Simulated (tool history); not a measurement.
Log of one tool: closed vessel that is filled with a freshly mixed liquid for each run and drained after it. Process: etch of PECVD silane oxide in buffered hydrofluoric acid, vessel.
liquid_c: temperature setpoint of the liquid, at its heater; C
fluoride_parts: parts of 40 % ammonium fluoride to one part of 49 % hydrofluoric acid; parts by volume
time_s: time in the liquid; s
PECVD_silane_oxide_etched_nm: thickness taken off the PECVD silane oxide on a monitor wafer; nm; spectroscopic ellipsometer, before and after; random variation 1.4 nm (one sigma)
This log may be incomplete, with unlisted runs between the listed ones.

Run 1, hour 0.0: liquid_c 23.0 C, fluoride_parts 19.5 parts by volume, time_s 90 s. Result: PECVD_silane_oxide_etched_nm 95.362 nm.
Run 2, hour 4.7: liquid_c 24.5 C, fluoride_parts 19.5 parts by volume, time_s 90 s. Result: PECVD_silane_oxide_etched_nm 102.470 nm.
Run 3, hour 13.5: liquid_c 24.5 C, fluoride_parts 19.5 parts by volume, time_s 90 s. Result: PECVD_silane_oxide_etched_nm 104.700 nm.
Run 4, hour 19.4: liquid_c 24.5 C, fluoride_parts 19.5 parts by volume, time_s 95 s. Result: PECVD_silane_oxide_etched_nm 110.960 nm.
Run 5, hour 25.2: liquid_c 25.5 C, fluoride_parts 19.5 parts by volume, time_s 95 s. Result: PECVD_silane_oxide_etched_nm 114.790 nm.
Run 6, hour 28.2: liquid_c 28.0 C, fluoride_parts 19.5 parts by volume, time_s 95 s. Result: PECVD_silane_oxide_etched_nm 130.900 nm.

Run 7 has not been measured yet. What should we expect?
Run 7, hour 32.3: liquid_c 28.5 C, fluoride_parts 19.5 parts by volume, time_s 95 s. Result: PECVD_silane_oxide_etched_nm ?.

Run 7 produced PECVD_silane_oxide_etched_nm 135.410 nm.
